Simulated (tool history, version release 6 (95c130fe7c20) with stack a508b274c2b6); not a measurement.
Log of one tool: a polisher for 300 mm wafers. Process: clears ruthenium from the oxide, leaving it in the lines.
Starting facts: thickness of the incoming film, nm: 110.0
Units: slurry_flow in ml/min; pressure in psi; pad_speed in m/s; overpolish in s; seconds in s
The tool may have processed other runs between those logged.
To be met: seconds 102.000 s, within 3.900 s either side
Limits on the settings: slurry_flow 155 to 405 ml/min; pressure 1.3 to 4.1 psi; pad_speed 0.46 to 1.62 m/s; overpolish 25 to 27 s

run 1 hour=0.0 | slurry_flow=260 pressure=2.7 pad_speed=1.04 overpolish=25 | seconds=79.536
run 2 hour=6.0 | slurry_flow=260 pressure=2.5 pad_speed=1.04 overpolish=25 | seconds=86.737
run 3 hour=12.9 | slurry_flow=260 pressure=2.4 pad_speed=1.04 overpolish=25 | seconds=87.525
run 4 hour=13.6 | slurry_flow=260 pressure=2.8 pad_speed=1.04 overpolish=25 | seconds=77.784
run 5 hour=21.1 | slurry_flow=260 pressure=2.8 pad_speed=1.04 overpolish=27 | seconds=77.365
run 6 hour=27.7 | slurry_flow=235 pressure=2.8 pad_speed=1.04 overpolish=27 | seconds=78.683
run 7 hour=29.3 | slurry_flow=235 pressure=2.6 pad_speed=1.04 overpolish=27 | seconds=84.167
run 8 hour=30.7 | slurry_flow=235 pressure=2.5 pad_speed=1.04 overpolish=27 | seconds=86.307
run 9 hour=34.0 | slurry_flow=235 pressure=2.4 pad_speed=1.04 overpolish=27 | seconds=89.604
run 10 hour=42.3 | slurry_flow=235 pressure=2.3 pad_speed=1.04 overpolish=27 | seconds=92.166
run 11 hour=44.7 | slurry_flow=235 pressure=2.2 pad_speed=1.04 overpolish=27 | seconds=94.221

Which single option among these 5 for the next run brings every result within its allowed miss of target? Just one does.
run A hour=47.1 | slurry_flow=205 pressure=1.9 pad_speed=1.00 overpolish=25 | seconds=?
run B hour=47.1 | slurry_flow=235 pressure=2.7 pad_speed=1.04 overpolish=27 | seconds=?
run C hour=47.1 | slurry_flow=285 pressure=2.7 pad_speed=1.06 overpolish=27 | seconds=?
run D hour=47.1 | slurry_flow=205 pressure=2.6 pad_speed=0.94 overpolish=27 | seconds=?
run E hour=47.1 | slurry_flow=255 pressure=1.8 pad_speed=1.14 overpolish=27 | seconds=?

move=A seconds=111.350
move=B seconds=81.164
move=C seconds=78.357
move=D seconds=93.118
move=E seconds=100.240
A: takes the result that was furthest off past its target
B: the biggest miss grows against the last run
C: the biggest miss grows against the last run
D: the biggest miss grows against the last run
E: in spec on every target
Correct choice: E, which meets every target
